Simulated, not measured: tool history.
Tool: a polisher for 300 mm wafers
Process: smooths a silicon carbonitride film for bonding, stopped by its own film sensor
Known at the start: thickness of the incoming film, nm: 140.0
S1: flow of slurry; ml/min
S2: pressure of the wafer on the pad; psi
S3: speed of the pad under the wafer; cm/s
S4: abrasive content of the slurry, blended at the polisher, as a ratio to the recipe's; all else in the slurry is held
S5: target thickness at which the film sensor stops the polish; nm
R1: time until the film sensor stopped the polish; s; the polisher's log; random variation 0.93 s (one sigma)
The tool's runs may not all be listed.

| run | hour | S1 | S2 | S3 | S4 | S5 | R1 |
|---|---|---|---|---|---|---|---|
| 1 | 0 | 200 | 1.6 | 72 | 1 | 135 | 26.886 |
| 2 | 6.6 | 200 | 1.5 | 68 | 1 | 135 | 30.25 |
| 3 | 10.3 | 200 | 1.4 | 64 | 1 | 135 | 33.579 |
| 4 | 13.1 | 200 | 1.4 | 64 | 1 | 135 | 33.179 |
| 5 | 22.1 | 240 | 1.4 | 64 | 1 | 135 | 32.559 |
| 6 | 23.1 | 240 | 1.3 | 60 | 1 | 135 | 36.293 |
| 7 | 25.6 | 240 | 1.2 | 56 | 1 | 135 | 41.307 |
| 8 | 26.9 | 235 | 0.7 | 42 | 0.95 | 135 | 85.229 |
| 9 | 31.7 | 240 | 0.7 | 42 | 0.95 | 135 | 81.524 |

Forecast run 10:
| 10 | 39.3 | 245 | 0.7 | 42 | 0.95 | 135 | ? |

{"run 10": {"R1": 83.35}}

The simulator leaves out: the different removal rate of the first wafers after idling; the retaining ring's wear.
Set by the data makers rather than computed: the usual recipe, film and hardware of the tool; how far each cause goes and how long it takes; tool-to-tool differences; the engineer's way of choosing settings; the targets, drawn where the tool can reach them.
